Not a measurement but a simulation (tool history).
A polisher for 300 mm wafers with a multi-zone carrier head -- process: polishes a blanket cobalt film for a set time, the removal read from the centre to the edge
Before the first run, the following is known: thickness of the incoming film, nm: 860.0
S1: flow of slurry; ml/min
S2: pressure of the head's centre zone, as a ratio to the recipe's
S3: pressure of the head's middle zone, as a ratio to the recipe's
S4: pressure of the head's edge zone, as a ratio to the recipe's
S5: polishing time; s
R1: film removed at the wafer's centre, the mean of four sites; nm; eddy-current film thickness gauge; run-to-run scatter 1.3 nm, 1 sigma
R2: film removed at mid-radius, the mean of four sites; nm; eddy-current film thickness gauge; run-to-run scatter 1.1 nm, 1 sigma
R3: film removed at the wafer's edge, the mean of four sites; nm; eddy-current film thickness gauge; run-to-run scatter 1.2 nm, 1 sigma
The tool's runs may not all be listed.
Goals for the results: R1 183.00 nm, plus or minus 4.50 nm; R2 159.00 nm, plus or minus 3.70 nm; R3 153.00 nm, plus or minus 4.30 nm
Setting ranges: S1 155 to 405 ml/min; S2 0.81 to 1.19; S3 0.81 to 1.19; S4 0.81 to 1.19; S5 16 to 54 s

run 1 hour=0.0 | S1=260 S2=1.00 S3=1.00 S4=1.00 S5=35 | R1=121.28 R2=120.36 R3=123.98
run 2 hour=8.8 | S1=260 S2=1.00 S3=0.96 S4=1.00 S5=35 | R1=120.86 R2=116.39 R3=124.64
run 3 hour=17.5 | S1=260 S2=1.00 S3=0.96 S4=1.00 S5=39 | R1=135.16 R2=130.94 R3=139.30
run 4 hour=18.5 | S1=260 S2=1.00 S3=0.96 S4=0.94 S5=39 | R1=135.09 R2=130.42 R3=133.49
run 5 hour=25.8 | S1=260 S2=1.00 S3=0.88 S4=0.94 S5=39 | R1=136.24 R2=120.19 R3=135.52
run 6 hour=34.2 | S1=260 S2=1.05 S3=0.88 S4=0.94 S5=39 | R1=141.33 R2=119.57 R3=134.74
run 7 hour=35.3 | S1=280 S2=1.08 S3=0.91 S4=0.95 S5=40 | R1=149.46 R2=129.40 R3=140.55
run 8 hour=40.7 | S1=280 S2=1.08 S3=0.91 S4=0.95 S5=40 | R1=151.01 R2=129.34 R3=138.83
run 9 hour=47.4 | S1=295 S2=1.10 S3=0.93 S4=0.96 S5=40 | R1=155.97 R2=133.54 R3=142.40
run 10 hour=53.1 | S1=310 S2=1.12 S3=0.95 S4=0.96 S5=40 | R1=156.62 R2=134.64 R3=139.46
run 11 hour=57.1 | S1=315 S2=1.13 S3=0.96 S4=0.96 S5=41 | R1=164.69 R2=140.68 R3=145.97
run 12 hour=63.0 | S1=325 S2=1.14 S3=0.98 S4=0.96 S5=41 | R1=164.29 R2=143.56 R3=144.29
run 13 hour=64.3 | S1=330 S2=1.15 S3=0.99 S4=0.96 S5=41 | R1=169.06 R2=144.92 R3=145.43
run 14 hour=65.9 | S1=330 S2=1.15 S3=0.99 S4=0.96 S5=41 | R1=166.81 R2=142.35 R3=146.79
run 15 hour=67.2 | S1=335 S2=1.16 S3=1.01 S4=0.95 S5=41 | R1=170.04 R2=145.89 R3=145.62

4 candidate next runs follow, results not yet known. Just one meets every target within its allowed miss. Identify it.
run A hour=68.5 | S1=400 S2=1.11 S3=1.04 S4=1.06 S5=37 | R1=? R2=? R3=?
run B hour=68.5 | S1=350 S2=1.18 S3=1.08 S4=0.87 S5=42 | R1=? R2=? R3=?
run C hour=68.5 | S1=310 S2=1.19 S3=0.95 S4=0.96 S5=45 | R1=? R2=? R3=?
run D hour=68.5 | S1=405 S2=1.19 S3=1.07 S4=0.98 S5=42 | R1=? R2=? R3=?

move=A R1=147.88 R2=139.61 R3=139.26
move=B R1=176.47 R2=161.89 R3=142.69
move=C R1=188.17 R2=153.85 R3=158.90
move=D R1=180.26 R2=162.46 R3=152.19
A: lands further from the targets than the last run did
B: the worst result of the last run now meets its target, but another is out of spec
C: moves toward the targets from the last run without getting all of them in spec
D: all results in spec
Answer: D
